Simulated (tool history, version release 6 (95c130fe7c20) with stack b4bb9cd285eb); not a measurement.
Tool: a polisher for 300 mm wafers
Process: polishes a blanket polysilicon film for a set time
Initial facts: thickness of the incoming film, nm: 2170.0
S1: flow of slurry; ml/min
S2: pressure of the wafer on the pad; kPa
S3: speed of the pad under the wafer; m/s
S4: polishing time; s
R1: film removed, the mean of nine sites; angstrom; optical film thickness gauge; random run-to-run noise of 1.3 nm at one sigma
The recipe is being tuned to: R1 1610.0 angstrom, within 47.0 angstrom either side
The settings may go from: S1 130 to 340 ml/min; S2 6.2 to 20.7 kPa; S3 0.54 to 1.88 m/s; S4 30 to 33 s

Run 1, hour 0.0: S1 220 ml/min, S2 13.1 kPa, S3 1.20 m/s, S4 33 s. Result: R1 2578.4 angstrom.
Run 2, hour 7.0: S1 220 ml/min, S2 13.1 kPa, S3 0.90 m/s, S4 33 s. Result: R1 2159.8 angstrom.
Run 3, hour 8.8: S1 215 ml/min, S2 11.7 kPa, S3 0.90 m/s, S4 33 s. Result: R1 1914.3 angstrom.
Run 4, hour 14.7: S1 215 ml/min, S2 10.3 kPa, S3 0.90 m/s, S4 33 s. Result: R1 1716.5 angstrom.
Run 5, hour 20.2: S1 215 ml/min, S2 10.3 kPa, S3 0.72 m/s, S4 33 s. Result: R1 1505.7 angstrom.
Run 6, hour 27.9: S1 215 ml/min, S2 11.7 kPa, S3 0.72 m/s, S4 33 s. Result: R1 1700.3 angstrom.
Run 7, hour 32.4: S1 210 ml/min, S2 11.7 kPa, S3 0.72 m/s, S4 33 s. Result: R1 1685.2 angstrom.
Run 8, hour 38.9: S1 205 ml/min, S2 11.7 kPa, S3 0.72 m/s, S4 33 s. Result: R1 1678.1 angstrom.
Run 9, hour 45.4: S1 200 ml/min, S2 11.7 kPa, S3 0.72 m/s, S4 33 s. Result: R1 1681.8 angstrom.

4 candidate next runs follow, results not yet known. Just one meets every target within its allowed miss. Identify it.
Run A, hour 51.9: S1 230 ml/min, S2 11.7 kPa, S3 0.60 m/s, S4 32 s. Result: R1 ?.
Run B, hour 51.9: S1 135 ml/min, S2 9.7 kPa, S3 1.08 m/s, S4 32 s. Result: R1 ?.
Run C, hour 51.9: S1 205 ml/min, S2 13.1 kPa, S3 0.66 m/s, S4 33 s. Result: R1 ?.
Run D, hour 51.9: S1 195 ml/min, S2 11.7 kPa, S3 0.80 m/s, S4 33 s. Result: R1 ?.

move      R1
   A  1481.6
   B  1580.1
   C  1761.6
   D  1749.2
A: takes the biggest miss from the last run beyond its target
B: hits every target within its allowed miss
C: misses by more than the last run did
D: misses by more than the last run did
Correct choice: B, which meets every target

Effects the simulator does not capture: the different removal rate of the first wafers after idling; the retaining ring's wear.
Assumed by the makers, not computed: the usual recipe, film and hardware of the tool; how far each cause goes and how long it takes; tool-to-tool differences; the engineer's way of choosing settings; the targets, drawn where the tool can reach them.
